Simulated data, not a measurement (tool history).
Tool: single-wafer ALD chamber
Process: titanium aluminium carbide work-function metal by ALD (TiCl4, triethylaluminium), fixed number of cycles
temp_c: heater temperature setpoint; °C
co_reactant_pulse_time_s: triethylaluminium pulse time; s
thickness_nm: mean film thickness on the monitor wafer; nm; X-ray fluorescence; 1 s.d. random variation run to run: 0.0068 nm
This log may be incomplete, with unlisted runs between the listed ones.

run 1 hour=0.0 | temp_c=290 co_reactant_pulse_time_s=11.43 | thickness_nm=2.0769
run 2 hour=2.2 | temp_c=280 co_reactant_pulse_time_s=11.43 | thickness_nm=1.9964
run 3 hour=3.7 | temp_c=269 co_reactant_pulse_time_s=11.43 | thickness_nm=1.8948
run 4 hour=4.4 | temp_c=268 co_reactant_pulse_time_s=9.96 | thickness_nm=1.8700
-- hour=9.3 thermocouple changed; heater temperature recalibrated
run 5 hour=9.3 | temp_c=274 co_reactant_pulse_time_s=9.96 | thickness_nm=1.8830
run 6 hour=15.3 | temp_c=272 co_reactant_pulse_time_s=9.14 | thickness_nm=1.8384
run 7 hour=16.8 | temp_c=271 co_reactant_pulse_time_s=8.55 | thickness_nm=1.8187
run 8 hour=21.2 | temp_c=270 co_reactant_pulse_time_s=7.98 | thickness_nm=1.7887
run 9 hour=26.8 | temp_c=269 co_reactant_pulse_time_s=7.56 | thickness_nm=1.7633
run 10 hour=28.9 | temp_c=266 co_reactant_pulse_time_s=4.20 | thickness_nm=1.4502
run 11 hour=33.0 | temp_c=269 co_reactant_pulse_time_s=4.51 | thickness_nm=1.5187
run 12 hour=33.9 | temp_c=271 co_reactant_pulse_time_s=4.84 | thickness_nm=1.5665
run 13 hour=40.6 | temp_c=273 co_reactant_pulse_time_s=5.05 | thickness_nm=1.6149
run 14 hour=47.1 | temp_c=274 co_reactant_pulse_time_s=5.14 | thickness_nm=1.6202

Estimate the outcome of run 15 from the log above:
run 15 hour=55.9 | temp_c=275 co_reactant_pulse_time_s=5.24 | thickness_nm=?

thickness_nm: 1.6507 nm
